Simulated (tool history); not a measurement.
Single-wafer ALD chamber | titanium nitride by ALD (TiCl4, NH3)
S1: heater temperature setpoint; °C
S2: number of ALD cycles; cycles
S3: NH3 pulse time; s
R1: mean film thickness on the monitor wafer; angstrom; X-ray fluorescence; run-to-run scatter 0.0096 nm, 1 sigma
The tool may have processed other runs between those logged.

run	hour	S1	S2	S3	R1
1	0.0	375	163	2.36	37.485
2	5.5	368	163	1.92	36.423
3	8.9	363	163	1.61	35.210
4	17.8	372	163	1.61	36.074
5	24.3	380	163	1.61	36.736
6	25.1	372	163	1.39	35.713
7	33.6	360	163	0.85	29.982

What does the tool deliver on the next run?
8	36.0	364	164	0.85	?

Run 8 gave R1 31.043 angstrom.

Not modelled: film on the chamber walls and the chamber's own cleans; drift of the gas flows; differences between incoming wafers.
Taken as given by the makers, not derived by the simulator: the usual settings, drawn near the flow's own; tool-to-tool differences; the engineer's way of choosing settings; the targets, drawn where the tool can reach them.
